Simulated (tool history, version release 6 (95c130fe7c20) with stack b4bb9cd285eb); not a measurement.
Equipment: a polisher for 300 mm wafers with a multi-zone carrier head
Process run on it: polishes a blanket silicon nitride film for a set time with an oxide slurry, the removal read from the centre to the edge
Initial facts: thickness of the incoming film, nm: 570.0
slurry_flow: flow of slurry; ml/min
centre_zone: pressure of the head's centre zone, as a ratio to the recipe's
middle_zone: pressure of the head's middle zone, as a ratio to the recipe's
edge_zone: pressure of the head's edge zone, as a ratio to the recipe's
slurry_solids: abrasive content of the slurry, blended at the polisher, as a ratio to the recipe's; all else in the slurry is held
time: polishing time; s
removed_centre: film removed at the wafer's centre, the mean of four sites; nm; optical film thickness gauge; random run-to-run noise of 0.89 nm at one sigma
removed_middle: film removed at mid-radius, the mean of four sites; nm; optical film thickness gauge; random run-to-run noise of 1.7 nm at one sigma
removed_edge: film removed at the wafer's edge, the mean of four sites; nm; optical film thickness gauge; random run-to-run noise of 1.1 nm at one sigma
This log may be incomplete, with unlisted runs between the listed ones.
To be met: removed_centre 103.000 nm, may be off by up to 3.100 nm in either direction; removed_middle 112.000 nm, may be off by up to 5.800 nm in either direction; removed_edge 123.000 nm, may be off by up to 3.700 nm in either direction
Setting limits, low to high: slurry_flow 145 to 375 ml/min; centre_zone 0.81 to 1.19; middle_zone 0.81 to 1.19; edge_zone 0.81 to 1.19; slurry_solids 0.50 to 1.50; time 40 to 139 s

| run | hour | slurry_flow | centre_zone | middle_zone | edge_zone | slurry_solids | time | removed_centre | removed_middle | removed_edge |
|---|---|---|---|---|---|---|---|---|---|---|
| 1 | 0.0 | 240 | 1.00 | 1.00 | 1.00 | 1.00 | 89 | 71.590 | 70.733 | 70.899 |
| 2 | 3.0 | 240 | 0.99 | 1.00 | 1.02 | 1.05 | 91 | 72.944 | 72.855 | 76.068 |
| 3 | 6.9 | 240 | 0.99 | 1.01 | 1.03 | 1.10 | 92 | 76.910 | 76.316 | 79.318 |
| 4 | 14.3 | 240 | 0.99 | 1.01 | 1.03 | 1.30 | 92 | 81.162 | 81.689 | 84.004 |
| 5 | 18.9 | 240 | 0.99 | 1.07 | 1.03 | 1.30 | 92 | 80.752 | 84.778 | 84.414 |
| 6 | 27.3 | 240 | 0.99 | 1.02 | 1.03 | 1.30 | 92 | 81.390 | 79.387 | 83.172 |
| 7 | 32.8 | 240 | 0.99 | 1.03 | 1.04 | 1.30 | 94 | 83.037 | 83.744 | 87.095 |
| 8 | 39.0 | 240 | 0.99 | 1.04 | 1.05 | 1.30 | 95 | 83.162 | 85.893 | 87.402 |
| 9 | 42.0 | 240 | 0.99 | 1.04 | 1.06 | 1.30 | 97 | 87.233 | 87.611 | 89.915 |
| 10 | 49.4 | 240 | 0.99 | 1.04 | 1.06 | 1.30 | 97 | 86.101 | 90.265 | 88.463 |
| 11 | 55.2 | 245 | 0.97 | 1.03 | 1.06 | 1.30 | 99 | 85.530 | 89.559 | 89.711 |
| 12 | 61.5 | 235 | 0.96 | 1.02 | 1.07 | 1.30 | 102 | 86.532 | 90.355 | 95.517 |
| 13 | 68.3 | 240 | 0.95 | 1.06 | 1.17 | 1.50 | 112 | 101.020 | 111.100 | 114.590 |
| 14 | 74.3 | 240 | 0.95 | 1.05 | 1.17 | 1.50 | 113 | 102.960 | 109.200 | 116.060 |

Which single option among these 5 for the next run brings every result within its allowed miss of target? Just one does.
| A | 80.3 | 215 | 0.93 | 1.12 | 1.18 | 1.50 | 127 | ? | ? | ? |
| B | 80.3 | 315 | 0.84 | 1.05 | 1.15 | 1.20 | 136 | ? | ? | ? |
| C | 80.3 | 170 | 0.86 | 0.94 | 1.19 | 1.50 | 133 | ? | ? | ? |
| D | 80.3 | 200 | 0.96 | 0.84 | 1.19 | 1.30 | 134 | ? | ? | ? |
| E | 80.3 | 280 | 0.91 | 1.03 | 1.19 | 1.50 | 118 | ? | ? | ? |

| move | removed_centre | removed_middle | removed_edge |
|---|---|---|---|
| A | 110.030 | 125.930 | 130.200 |
| B | 102.670 | 122.660 | 130.730 |
| C | 102.310 | 109.890 | 133.920 |
| D | 112.080 | 97.863 | 130.270 |
| E | 103.750 | 112.620 | 124.680 |
A: carries the result that was furthest off beyond its target, to the other side
B: carries the result that was furthest off beyond its target, to the other side
C: carries the result that was furthest off beyond its target, to the other side
D: carries the result that was furthest off beyond its target, to the other side
E: each result inside its tolerance
The move that meets every target is E.
